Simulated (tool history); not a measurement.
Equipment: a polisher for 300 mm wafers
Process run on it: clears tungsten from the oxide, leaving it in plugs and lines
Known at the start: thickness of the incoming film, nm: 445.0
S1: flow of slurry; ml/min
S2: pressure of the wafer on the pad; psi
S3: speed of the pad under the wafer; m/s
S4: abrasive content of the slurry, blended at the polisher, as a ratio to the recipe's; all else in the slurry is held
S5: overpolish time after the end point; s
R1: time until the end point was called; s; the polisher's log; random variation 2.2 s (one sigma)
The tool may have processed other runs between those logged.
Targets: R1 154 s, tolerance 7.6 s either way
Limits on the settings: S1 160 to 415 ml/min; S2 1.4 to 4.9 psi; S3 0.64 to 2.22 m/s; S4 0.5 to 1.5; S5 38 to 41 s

run	day	S1	S2	S3	S4	S5	R1
1	0	265	3.1	1.42	1	38	91.573
2	0.183	220	3.1	1.42	1	38	93.369
3	0.329	220	3.1	1.42	1.2	38	89.351
4	0.462	220	2.8	1.4	1.2	38	102.28
5	0.504	220	2.6	1.4	1.2	38	107.91
6	0.783	220	2.6	1.16	1.2	38	123.7
7	1.079	220	2.5	1.16	1.2	38	127.78
8	1.4	220	2.4	1.16	1.2	38	135.65
9	1.629	220	2.3	1.16	1.2	38	138

Which single option among these 5 for the next run brings every result within its allowed miss of target? Just one does.
A	1.858	200	2.4	1.38	1.05	38	?
B	1.858	190	2.4	1.24	1.25	39	?
C	1.858	275	2.3	1.48	1.15	41	?
D	1.858	160	2.6	1.02	0.9	41	?
E	1.858	230	1.7	2	1.2	38	?

move	R1
A	124.19
B	129.96
C	114.94
D	155.75
E	121.41
A: lands further from the targets than the last run did
B: lands further from the targets than the last run did
C: lands further from the targets than the last run did
D: every result lands within tolerance
E: lands further from the targets than the last run did
Correct choice: D, which meets every target

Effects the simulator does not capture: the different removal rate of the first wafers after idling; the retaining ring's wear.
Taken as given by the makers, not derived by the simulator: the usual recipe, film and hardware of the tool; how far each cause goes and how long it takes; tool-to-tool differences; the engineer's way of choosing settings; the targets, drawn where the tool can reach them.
